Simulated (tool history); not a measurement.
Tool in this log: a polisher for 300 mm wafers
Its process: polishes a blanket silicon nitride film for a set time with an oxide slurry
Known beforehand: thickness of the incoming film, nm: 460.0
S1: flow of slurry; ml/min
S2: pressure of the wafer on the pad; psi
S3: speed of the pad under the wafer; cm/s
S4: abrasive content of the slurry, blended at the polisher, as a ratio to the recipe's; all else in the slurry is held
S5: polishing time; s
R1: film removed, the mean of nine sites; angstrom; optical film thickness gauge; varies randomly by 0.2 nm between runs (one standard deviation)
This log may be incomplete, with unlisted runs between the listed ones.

| run | hour | S1 | S2 | S3 | S4 | S5 | R1 |
|---|---|---|---|---|---|---|---|
| 1 | 0 | 240 | 2.8 | 104 | 1 | 46 | 209.59 |
| 2 | 1.8 | 245 | 3 | 104 | 1 | 46 | 224.71 |
| 3 | 7.1 | 245 | 3 | 104 | 1.1 | 46 | 239.11 |
| 4 | 13.4 | 245 | 3 | 82 | 1.1 | 46 | 201.85 |
| 5 | 21.5 | 305 | 3 | 82 | 1.1 | 46 | 205.29 |
| 6 | 27.7 | 305 | 3.2 | 82 | 1.1 | 46 | 220.22 |
| 7 | 31.8 | 320 | 4 | 82 | 1.1 | 46 | 270.59 |

Run 8 is up next; what results do you expect?
| 8 | 33.8 | 320 | 4.1 | 82 | 1.1 | 46 | ? |

Logged for run 8: R1 279.61 angstrom.
